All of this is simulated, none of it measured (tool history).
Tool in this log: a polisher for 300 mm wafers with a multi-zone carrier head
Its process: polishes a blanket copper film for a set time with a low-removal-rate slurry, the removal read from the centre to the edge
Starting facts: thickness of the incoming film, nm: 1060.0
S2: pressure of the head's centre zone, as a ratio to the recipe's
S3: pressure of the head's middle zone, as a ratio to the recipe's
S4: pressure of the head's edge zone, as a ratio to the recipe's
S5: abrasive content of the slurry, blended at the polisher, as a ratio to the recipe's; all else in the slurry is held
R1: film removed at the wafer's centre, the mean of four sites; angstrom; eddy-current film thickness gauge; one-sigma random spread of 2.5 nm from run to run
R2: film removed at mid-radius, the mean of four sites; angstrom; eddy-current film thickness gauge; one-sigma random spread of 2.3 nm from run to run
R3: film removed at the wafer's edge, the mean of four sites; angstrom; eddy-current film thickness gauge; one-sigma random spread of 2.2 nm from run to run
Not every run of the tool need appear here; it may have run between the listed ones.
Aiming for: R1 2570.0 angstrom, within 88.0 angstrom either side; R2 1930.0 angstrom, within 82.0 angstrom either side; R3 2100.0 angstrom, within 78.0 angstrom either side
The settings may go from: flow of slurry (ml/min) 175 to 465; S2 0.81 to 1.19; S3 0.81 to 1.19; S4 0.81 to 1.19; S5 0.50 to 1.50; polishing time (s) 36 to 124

Run 1, hour 0.0: flow of slurry (ml/min) 295, S2 1.00, S3 1.00, S4 1.00, S5 1.00, polishing time (s) 79. Result: R1 1991.4 angstrom, R2 1912.2 angstrom, R3 1935.7 angstrom.
Run 2, hour 6.3: flow of slurry (ml/min) 300, S2 1.04, S3 0.99, S4 1.01, S5 1.05, polishing time (s) 79. Result: R1 2080.9 angstrom, R2 1988.4 angstrom, R3 1948.1 angstrom.
Run 3, hour 13.5: flow of slurry (ml/min) 300, S2 0.97, S3 0.99, S4 1.01, S5 1.05, polishing time (s) 79. Result: R1 1933.1 angstrom, R2 1933.8 angstrom, R3 1936.9 angstrom.
Run 4, hour 22.4: flow of slurry (ml/min) 300, S2 1.02, S3 0.95, S4 1.02, S5 1.05, polishing time (s) 80. Result: R1 2089.9 angstrom, R2 1940.3 angstrom, R3 1962.8 angstrom.
Run 5, hour 30.3: flow of slurry (ml/min) 295, S2 1.05, S3 0.92, S4 1.05, S5 1.05, polishing time (s) 81. Result: R1 2128.5 angstrom, R2 1894.0 angstrom, R3 2065.0 angstrom.
Run 6, hour 33.3: flow of slurry (ml/min) 295, S2 1.05, S3 0.92, S4 1.05, S5 1.05, polishing time (s) 99. Result: R1 2606.6 angstrom, R2 2288.7 angstrom, R3 2529.4 angstrom.
Run 7, hour 36.9: flow of slurry (ml/min) 295, S2 1.06, S3 0.90, S4 1.01, S5 1.00, polishing time (s) 98. Result: R1 2570.5 angstrom, R2 2178.6 angstrom, R3 2383.7 angstrom.
Run 8, hour 43.7: flow of slurry (ml/min) 290, S2 1.07, S3 0.88, S4 0.98, S5 1.00, polishing time (s) 98. Result: R1 2575.6 angstrom, R2 2145.1 angstrom, R3 2391.2 angstrom.
Run 9, hour 47.0: flow of slurry (ml/min) 300, S2 1.09, S3 0.88, S4 0.96, S5 0.95, polishing time (s) 98. Result: R1 2653.1 angstrom, R2 2155.8 angstrom, R3 2354.1 angstrom.
Run 10, hour 55.7: flow of slurry (ml/min) 295, S2 1.10, S3 0.87, S4 0.93, S5 0.90, polishing time (s) 98. Result: R1 2667.3 angstrom, R2 2105.5 angstrom, R3 2278.9 angstrom.
Run 11, hour 56.5: flow of slurry (ml/min) 290, S2 1.10, S3 0.86, S4 0.91, S5 0.85, polishing time (s) 98. Result: R1 2620.0 angstrom, R2 2070.9 angstrom, R3 2233.8 angstrom.
Run 12, hour 58.9: flow of slurry (ml/min) 285, S2 1.10, S3 0.85, S4 0.90, S5 0.85, polishing time (s) 98. Result: R1 2586.0 angstrom, R2 1987.7 angstrom, R3 2246.0 angstrom.
At hour 66.3: slurry nozzle cleaned.
Run 13, hour 66.3: flow of slurry (ml/min) 295, S2 1.14, S3 0.88, S4 0.84, S5 0.70, polishing time (s) 97. Result: R1 2699.3 angstrom, R2 2100.9 angstrom, R3 2136.7 angstrom.
Run 14, hour 70.8: flow of slurry (ml/min) 285, S2 1.14, S3 0.87, S4 0.84, S5 0.70, polishing time (s) 97. Result: R1 2709.1 angstrom, R2 2090.7 angstrom, R3 2086.4 angstrom.

Exactly one of the 5 candidate moves below puts every result within its allowed miss. Which one?
Run A, hour 75.3: flow of slurry (ml/min) 285, S2 1.11, S3 0.83, S4 0.84, S5 0.60, polishing time (s) 98. Result: R1 ?, R2 ?, R3 ?.
Run B, hour 75.3: flow of slurry (ml/min) 425, S2 1.12, S3 0.95, S4 0.82, S5 0.75, polishing time (s) 93. Result: R1 ?, R2 ?, R3 ?.
Run C, hour 75.3: flow of slurry (ml/min) 315, S2 1.16, S3 0.96, S4 0.81, S5 0.65, polishing time (s) 100. Result: R1 ?, R2 ?, R3 ?.
Run D, hour 75.3: flow of slurry (ml/min) 190, S2 1.00, S3 0.98, S4 0.84, S5 0.50, polishing time (s) 110. Result: R1 ?, R2 ?, R3 ?.
Run E, hour 75.3: flow of slurry (ml/min) 330, S2 1.18, S3 1.02, S4 0.85, S5 0.70, polishing time (s) 88. Result: R1 ?, R2 ?, R3 ?.

move      R1      R2      R3
   A  2570.1  1939.1  2119.8
   B  2655.4  2210.0  2116.6
   C  2811.1  2283.6  2169.1
   D  2368.9  2293.7  2211.6
   E  2560.3  2149.3  1978.1
A: meets every target
B: lands further from the targets than the last run did
C: lands further from the targets than the last run did
D: lands further from the targets than the last run did
E: lands further from the targets than the last run did
A meets every target.
